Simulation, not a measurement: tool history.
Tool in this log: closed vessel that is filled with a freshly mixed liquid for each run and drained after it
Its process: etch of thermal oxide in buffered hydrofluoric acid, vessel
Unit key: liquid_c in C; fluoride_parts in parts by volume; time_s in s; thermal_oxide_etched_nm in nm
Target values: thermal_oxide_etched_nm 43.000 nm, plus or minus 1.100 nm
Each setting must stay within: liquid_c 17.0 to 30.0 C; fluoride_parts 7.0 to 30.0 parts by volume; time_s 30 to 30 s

| run | hour | liquid_c | fluoride_parts | time_s | thermal_oxide_etched_nm |
|---|---|---|---|---|---|
| 1 | 0.0 | 22.0 | 19.0 | 30 | 15.418 |
| 2 | 8.4 | 24.5 | 15.5 | 30 | 21.622 |
| 3 | 17.0 | 24.5 | 15.5 | 30 | 21.979 |
| 4 | 25.6 | 26.0 | 13.5 | 30 | 27.084 |
| 5 | 27.8 | 27.0 | 12.5 | 30 | 30.145 |
| 6 | 31.2 | 28.0 | 11.5 | 30 | 35.471 |
| 7 | 34.9 | 28.5 | 11.5 | 30 | 36.221 |
| 8 | 36.7 | 29.0 | 11.0 | 30 | 39.004 |
| 9 | 43.6 | 29.5 | 11.0 | 30 | 39.629 |
| 10 | 52.3 | 30.0 | 9.5 | 30 | 46.309 |

Below are 4 possible settings for the next run. Only one of them brings all results inside the allowed miss of their targets. Which is it?
| A | 61.0 | 30.0 | 8.0 | 30 | ? |
| B | 61.0 | 30.0 | 10.5 | 30 | ? |
| C | 61.0 | 28.5 | 8.5 | 30 | ? |
| D | 61.0 | 30.0 | 10.0 | 30 | ? |

| move | thermal_oxide_etched_nm |
|---|---|
| A | 54.172 |
| B | 42.561 |
| C | 46.839 |
| D | 44.628 |
A: lands further from the targets than the last run did
B: each result inside its tolerance
C: lands further from the targets than the last run did
D: nearer the targets than the last run, but a result is still out of spec
B meets every target.

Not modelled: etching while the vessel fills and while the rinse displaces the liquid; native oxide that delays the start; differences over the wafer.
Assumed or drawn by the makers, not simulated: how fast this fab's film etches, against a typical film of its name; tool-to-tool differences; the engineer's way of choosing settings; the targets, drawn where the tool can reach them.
